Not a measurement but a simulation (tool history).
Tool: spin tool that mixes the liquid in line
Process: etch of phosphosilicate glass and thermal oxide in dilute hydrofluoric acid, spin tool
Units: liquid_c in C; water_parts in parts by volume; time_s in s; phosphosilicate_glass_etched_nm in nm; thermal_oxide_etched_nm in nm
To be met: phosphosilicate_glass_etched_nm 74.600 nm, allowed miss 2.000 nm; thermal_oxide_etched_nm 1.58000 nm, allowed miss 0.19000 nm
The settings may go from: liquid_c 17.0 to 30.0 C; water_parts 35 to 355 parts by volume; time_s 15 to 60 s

| run | hour | liquid_c | water_parts | time_s | phosphosilicate_glass_etched_nm | thermal_oxide_etched_nm |
|---|---|---|---|---|---|---|
| 1 | 0.0 | 22.0 | 195 | 30 | 26.351 | 0.53976 |
| 2 | 5.3 | 23.0 | 180 | 30 | 30.027 | 0.68777 |
| 3 | 10.4 | 22.5 | 165 | 30 | 32.994 | 0.69525 |
| 4 | 17.9 | 23.0 | 155 | 30 | 35.699 | 0.73722 |
| 5 | 18.8 | 24.5 | 155 | 30 | 37.731 | 0.79866 |
| 6 | 26.9 | 24.5 | 155 | 40 | 50.897 | 1.05130 |
| 7 | 31.5 | 25.0 | 150 | 40 | 53.064 | 1.12750 |
| 8 | 34.9 | 25.5 | 145 | 40 | 56.311 | 1.21310 |
| 9 | 39.1 | 25.5 | 145 | 40 | 57.182 | 1.20520 |
| 10 | 47.2 | 26.0 | 145 | 40 | 57.624 | 1.17740 |
| 11 | 50.9 | 29.0 | 110 | 40 | 88.958 | 1.91430 |
| 12 | 55.9 | 28.5 | 110 | 40 | 86.206 | 1.70120 |
| 13 | 64.2 | 28.0 | 110 | 40 | 86.073 | 1.86770 |
| 14 | 70.4 | 27.5 | 110 | 40 | 84.828 | 1.81170 |
| 15 | 77.0 | 27.0 | 110 | 40 | 83.857 | 1.64450 |

5 next moves are on the table. One of them brings every result within its allowed miss. Which?
| A | 83.6 | 26.5 | 70 | 30 | ? | ? |
| B | 83.6 | 29.5 | 150 | 50 | ? | ? |
| C | 83.6 | 27.5 | 120 | 45 | ? | ? |
| D | 83.6 | 27.5 | 115 | 35 | ? | ? |
| E | 83.6 | 24.5 | 85 | 30 | ? | ? |

| move | phosphosilicate_glass_etched_nm | thermal_oxide_etched_nm |
|---|---|---|
| A | 101.370 | 2.17090 |
| B | 79.425 | 1.70080 |
| C | 86.274 | 1.84750 |
| D | 70.475 | 1.50920 |
| E | 75.590 | 1.61870 |
A: further off than the last run
B: nearer than the last run, and not there yet
C: further off than the last run
D: takes the result that was furthest off past its target
E: meets every target
Answer: E
